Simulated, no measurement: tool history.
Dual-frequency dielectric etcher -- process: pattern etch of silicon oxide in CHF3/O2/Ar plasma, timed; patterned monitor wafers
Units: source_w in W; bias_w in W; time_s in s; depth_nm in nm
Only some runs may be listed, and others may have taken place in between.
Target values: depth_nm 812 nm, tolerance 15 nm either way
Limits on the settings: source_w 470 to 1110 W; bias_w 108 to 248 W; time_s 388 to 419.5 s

run  hour  source_w  bias_w  time_s  depth_nm
  1     0       790     178   419.5    876.64
  2     6       750     176   419.5    854.72
  3  14.6       620     176   419.5    791.56
  4  18.3       530     176   419.5    738.13
  5  20.7       530     176   419.5    739.36
  6  24.6       530     154   419.5     700.1
  7  29.6       600     156   419.5    745.22
  8  31.6       640     157   419.5    766.83
  9  38.3       660     158   419.5    777.64
 10  39.9       680     159   419.5     788.7
 11  46.1       690     159   419.5    796.01

4 candidate next runs follow, results not yet known. Just one meets every target within its allowed miss. Identify it.
  A  52.3       720     155     408         ?
  B  52.3       650     156   411.5         ?
  C  52.3       770     165     404         ?
  D  52.3       650     178     405         ?

move  depth_nm
   A    777.47
   B    753.28
   C    807.79
   D    774.82
A: lands further from the targets than the last run did
B: lands further from the targets than the last run did
C: hits every target within its allowed miss
D: lands further from the targets than the last run did
Answer: C

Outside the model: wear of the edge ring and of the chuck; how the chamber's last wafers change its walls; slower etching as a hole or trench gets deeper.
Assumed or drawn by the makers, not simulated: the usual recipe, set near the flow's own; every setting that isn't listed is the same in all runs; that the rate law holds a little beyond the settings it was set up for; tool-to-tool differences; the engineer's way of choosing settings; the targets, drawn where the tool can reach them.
